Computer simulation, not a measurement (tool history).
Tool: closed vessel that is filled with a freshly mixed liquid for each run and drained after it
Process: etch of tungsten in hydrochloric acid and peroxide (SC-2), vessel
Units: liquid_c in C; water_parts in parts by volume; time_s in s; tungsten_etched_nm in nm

Run 1, hour 0.0: liquid_c 54.0 C, water_parts 8.0 parts by volume, time_s 85 s. Result: tungsten_etched_nm 31.360 nm.
Run 2, hour 6.7: liquid_c 57.5 C, water_parts 8.0 parts by volume, time_s 85 s. Result: tungsten_etched_nm 39.371 nm.
Run 3, hour 12.7: liquid_c 57.5 C, water_parts 8.0 parts by volume, time_s 85 s. Result: tungsten_etched_nm 39.406 nm.
Run 4, hour 14.5: liquid_c 50.5 C, water_parts 8.0 parts by volume, time_s 85 s. Result: tungsten_etched_nm 25.001 nm.
Run 5, hour 20.8: liquid_c 53.5 C, water_parts 8.0 parts by volume, time_s 85 s. Result: tungsten_etched_nm 30.783 nm.
Run 6, hour 21.9: liquid_c 55.5 C, water_parts 8.0 parts by volume, time_s 85 s. Result: tungsten_etched_nm 34.802 nm.

Run 7 has not been measured yet. What should we expect?
Run 7, hour 30.8: liquid_c 57.0 C, water_parts 8.0 parts by volume, time_s 85 s. Result: tungsten_etched_nm ?.

tungsten_etched_nm: 38.289 nm
